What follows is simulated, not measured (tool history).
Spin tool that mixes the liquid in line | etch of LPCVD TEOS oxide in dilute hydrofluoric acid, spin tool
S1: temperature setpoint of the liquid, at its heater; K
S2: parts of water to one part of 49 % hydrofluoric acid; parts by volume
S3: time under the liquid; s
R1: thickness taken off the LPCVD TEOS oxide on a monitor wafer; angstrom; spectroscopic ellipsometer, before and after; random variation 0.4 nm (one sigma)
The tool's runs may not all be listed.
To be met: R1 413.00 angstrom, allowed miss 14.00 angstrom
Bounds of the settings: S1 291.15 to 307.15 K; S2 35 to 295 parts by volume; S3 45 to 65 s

run 1 hour=0.0 | S1=299.15 S2=165 S3=65 | R1=215.77
run 2 hour=3.5 | S1=300.65 S2=155 S3=65 | R1=246.44
run 3 hour=7.9 | S1=302.15 S2=155 S3=65 | R1=263.53
run 4 hour=12.2 | S1=305.65 S2=155 S3=65 | R1=298.76
run 5 hour=17.8 | S1=305.65 S2=195 S3=65 | R1=223.09
run 6 hour=19.6 | S1=306.15 S2=180 S3=65 | R1=257.89
run 7 hour=27.0 | S1=306.15 S2=170 S3=65 | R1=274.76
run 8 hour=34.4 | S1=306.15 S2=160 S3=65 | R1=288.57
run 9 hour=37.1 | S1=306.15 S2=150 S3=65 | R1=319.09
-- hour=38.7 hydrofluoric acid flow meter replaced
run 10 hour=38.7 | S1=306.15 S2=145 S3=65 | R1=313.28
run 11 hour=42.5 | S1=307.15 S2=100 S3=65 | R1=491.98

4 next moves are on the table. One of them brings every result within its allowed miss. Which?
run A hour=46.3 | S1=306.15 S2=80 S3=65 | R1=?
run B hour=46.3 | S1=307.15 S2=90 S3=45 | R1=?
run C hour=46.3 | S1=303.65 S2=105 S3=65 | R1=?
run D hour=46.3 | S1=307.15 S2=125 S3=65 | R1=?

move=A R1=619.42
move=B R1=389.31
move=C R1=414.34
move=D R1=383.77
A: further off than the last run
B: takes the result that was furthest off past its target
C: meets every target
D: takes the result that was furthest off past its target
Move C is the one to make.

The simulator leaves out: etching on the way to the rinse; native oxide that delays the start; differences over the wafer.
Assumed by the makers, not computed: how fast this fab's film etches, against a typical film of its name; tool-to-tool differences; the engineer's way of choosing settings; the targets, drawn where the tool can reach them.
